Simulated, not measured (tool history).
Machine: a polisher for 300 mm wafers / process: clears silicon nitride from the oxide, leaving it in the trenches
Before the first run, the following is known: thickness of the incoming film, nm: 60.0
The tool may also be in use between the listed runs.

run,hour,flow of slurry (ml/min),pressure of the wafer on the pad (kPa),speed of the pad under the wafer (m/s),overpolish time after the end point (s),time until the end point was called (s)
1,0.0,255,15.2,0.84,6,74.423
2,7.2,255,14.5,0.84,6,76.430
3,14.1,255,14.5,0.84,6,75.833
4,22.5,255,13.8,0.84,6,81.259
5,24.9,255,13.8,0.96,6,71.671
6,31.3,255,13.8,0.96,6,72.300
7,32.6,255,13.1,0.96,6,77.320
8,39.6,255,12.4,0.96,6,80.864

Run 9 has not been measured yet. What should we expect?
9,41.3,255,11.7,0.96,6,?

time until the end point was called (s): 86.315

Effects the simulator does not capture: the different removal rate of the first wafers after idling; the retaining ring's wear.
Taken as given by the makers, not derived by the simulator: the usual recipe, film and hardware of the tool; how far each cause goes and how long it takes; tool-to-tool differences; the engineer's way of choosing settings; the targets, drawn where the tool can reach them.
